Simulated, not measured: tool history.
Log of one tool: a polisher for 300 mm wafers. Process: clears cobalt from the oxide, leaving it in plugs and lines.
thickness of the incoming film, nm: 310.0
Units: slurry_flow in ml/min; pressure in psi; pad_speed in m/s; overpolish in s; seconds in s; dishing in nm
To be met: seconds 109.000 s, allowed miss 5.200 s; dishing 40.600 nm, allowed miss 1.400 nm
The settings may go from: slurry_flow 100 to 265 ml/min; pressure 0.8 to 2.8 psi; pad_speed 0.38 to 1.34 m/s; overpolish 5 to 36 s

{"run": 1, "hour": 0.0, "slurry_flow": 170, "pressure": 1.8, "pad_speed": 0.86, "overpolish": 18, "seconds": 85.952, "dishing": 35.843}
{"run": 2, "hour": 2.6, "slurry_flow": 170, "pressure": 1.8, "pad_speed": 0.96, "overpolish": 18, "seconds": 77.723, "dishing": 37.959}
{"run": 3, "hour": 11.4, "slurry_flow": 170, "pressure": 1.7, "pad_speed": 0.96, "overpolish": 19, "seconds": 81.55, "dishing": 37.842}
{"run": 4, "hour": 20.2, "slurry_flow": 150, "pressure": 1.7, "pad_speed": 0.96, "overpolish": 19, "seconds": 83.603, "dishing": 37.227}
{"run": 5, "hour": 24.3, "slurry_flow": 150, "pressure": 1.4, "pad_speed": 0.96, "overpolish": 19, "seconds": 96.75, "dishing": 34.327}
{"run": 6, "hour": 27.3, "slurry_flow": 150, "pressure": 1.4, "pad_speed": 0.96, "overpolish": 20, "seconds": 98.422, "dishing": 36.515}
{"run": 7, "hour": 36.2, "slurry_flow": 140, "pressure": 1.2, "pad_speed": 0.96, "overpolish": 25, "seconds": 110.07, "dishing": 37.787}
{"run": 8, "hour": 43.0, "slurry_flow": 140, "pressure": 1.2, "pad_speed": 0.96, "overpolish": 27, "seconds": 110.94, "dishing": 38.541}

Which of these 5 next moves meets every target?
{"run": "A", "hour": 49.8, "slurry_flow": 120, "pressure": 1.3, "pad_speed": 1.06, "overpolish": 34, "seconds": "?", "dishing": "?"}
{"run": "B", "hour": 49.8, "slurry_flow": 135, "pressure": 1.3, "pad_speed": 0.94, "overpolish": 28, "seconds": "?", "dishing": "?"}
{"run": "C", "hour": 49.8, "slurry_flow": 105, "pressure": 1.1, "pad_speed": 1.28, "overpolish": 32, "seconds": "?", "dishing": "?"}
{"run": "D", "hour": 49.8, "slurry_flow": 135, "pressure": 1.3, "pad_speed": 0.92, "overpolish": 22, "seconds": "?", "dishing": "?"}
{"run": "E", "hour": 49.8, "slurry_flow": 135, "pressure": 1.5, "pad_speed": 0.78, "overpolish": 35, "seconds": "?", "dishing": "?"}

move=A seconds=98.689 dishing=44.745
move=B seconds=107.630 dishing=40.429
move=C seconds=96.531 dishing=44.168
move=D seconds=109.800 dishing=35.712
move=E seconds=114.630 dishing=43.093
A: takes the result that was furthest off past its target
B: meets every target
C: takes the result that was furthest off past its target
D: further off than the last run
E: takes the result that was furthest off past its target
The right move is B.

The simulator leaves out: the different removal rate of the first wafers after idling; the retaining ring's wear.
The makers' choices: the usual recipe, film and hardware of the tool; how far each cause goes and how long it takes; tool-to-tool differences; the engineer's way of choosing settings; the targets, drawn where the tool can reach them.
